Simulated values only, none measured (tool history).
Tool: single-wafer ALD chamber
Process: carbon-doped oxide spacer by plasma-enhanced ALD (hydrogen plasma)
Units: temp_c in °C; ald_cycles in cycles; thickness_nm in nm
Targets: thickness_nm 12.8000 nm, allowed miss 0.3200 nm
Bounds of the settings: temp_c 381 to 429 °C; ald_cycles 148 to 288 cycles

run 1 hour=0.0 | temp_c=405 ald_cycles=218 | thickness_nm=10.5410
run 2 hour=4.1 | temp_c=413 ald_cycles=218 | thickness_nm=10.3740
run 3 hour=5.0 | temp_c=412 ald_cycles=229 | thickness_nm=10.9310
run 4 hour=10.8 | temp_c=402 ald_cycles=229 | thickness_nm=11.2100
run 5 hour=14.8 | temp_c=408 ald_cycles=229 | thickness_nm=10.9690
run 6 hour=23.4 | temp_c=415 ald_cycles=229 | thickness_nm=10.7620
run 7 hour=29.1 | temp_c=412 ald_cycles=237 | thickness_nm=11.3510
run 8 hour=31.6 | temp_c=411 ald_cycles=242 | thickness_nm=11.5350

4 next moves are on the table. One of them brings every result within its allowed miss. Which?
run A hour=34.1 | temp_c=408 ald_cycles=206 | thickness_nm=?
run B hour=34.1 | temp_c=416 ald_cycles=217 | thickness_nm=?
run C hour=34.1 | temp_c=402 ald_cycles=260 | thickness_nm=?
run D hour=34.1 | temp_c=409 ald_cycles=235 | thickness_nm=?

move=A thickness_nm=9.9612
move=B thickness_nm=10.2660
move=C thickness_nm=12.7760
move=D thickness_nm=11.3330
A: further off than the last run
B: further off than the last run
C: meets every target
D: further off than the last run
Move C is the one to make.
